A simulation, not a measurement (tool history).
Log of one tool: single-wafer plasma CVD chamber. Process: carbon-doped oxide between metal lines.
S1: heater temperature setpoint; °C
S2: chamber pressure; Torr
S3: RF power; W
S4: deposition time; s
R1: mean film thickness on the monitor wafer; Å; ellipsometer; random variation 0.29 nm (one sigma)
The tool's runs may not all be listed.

Run 1, hour 0.0: S1 370 °C, S2 6.77 Torr, S3 520 W, S4 11.6 s. Result: R1 612.10 Å.
Run 2, hour 5.0: S1 374 °C, S2 6.77 Torr, S3 520 W, S4 11.6 s. Result: R1 615.85 Å.
Run 3, hour 13.0: S1 374 °C, S2 6.77 Torr, S3 520 W, S4 11.1 s. Result: R1 581.80 Å.
Run 4, hour 19.1: S1 374 °C, S2 5.57 Torr, S3 520 W, S4 11.1 s. Result: R1 574.19 Å.
Run 5, hour 27.5: S1 374 °C, S2 5.57 Torr, S3 545 W, S4 11.1 s. Result: R1 591.27 Å.
Run 6, hour 29.1: S1 373 °C, S2 5.82 Torr, S3 555 W, S4 11.1 s. Result: R1 605.15 Å.
Run 7, hour 37.5: S1 372 °C, S2 6.05 Torr, S3 560 W, S4 11.1 s. Result: R1 612.79 Å.
Run 8, hour 45.6: S1 371 °C, S2 6.28 Torr, S3 565 W, S4 11.1 s. Result: R1 620.98 Å.
Run 9, hour 54.1: S1 370 °C, S2 6.51 Torr, S3 570 W, S4 11.1 s. Result: R1 621.93 Å.
Run 10, hour 57.4: S1 370 °C, S2 6.62 Torr, S3 580 W, S4 11.1 s. Result: R1 634.11 Å.
Run 11, hour 57.9: S1 370 °C, S2 6.62 Torr, S3 580 W, S4 11.1 s. Result: R1 631.54 Å.
Run 12, hour 60.8: S1 369 °C, S2 6.75 Torr, S3 585 W, S4 11.1 s. Result: R1 633.41 Å.
Run 13, hour 64.1: S1 361 °C, S2 7.20 Torr, S3 670 W, S4 11.2 s. Result: R1 716.39 Å.
Run 14, hour 68.4: S1 361 °C, S2 7.17 Torr, S3 670 W, S4 11.2 s. Result: R1 720.96 Å.
Run 15, hour 76.8: S1 361 °C, S2 7.13 Torr, S3 670 W, S4 11.2 s. Result: R1 717.42 Å.
Run 16, hour 84.9: S1 361 °C, S2 7.09 Torr, S3 670 W, S4 11.2 s. Result: R1 721.46 Å.
Run 17, hour 88.3: S1 362 °C, S2 7.06 Torr, S3 670 W, S4 11.2 s. Result: R1 719.44 Å.
Run 18, hour 97.1: S1 362 °C, S2 7.03 Torr, S3 670 W, S4 11.2 s. Result: R1 713.05 Å.

The next listed run, before its measurement:
Run 19, hour 102.7: S1 362 °C, S2 7.00 Torr, S3 670 W, S4 11.2 s. Result: R1 ?.

R1: 715.92 Å
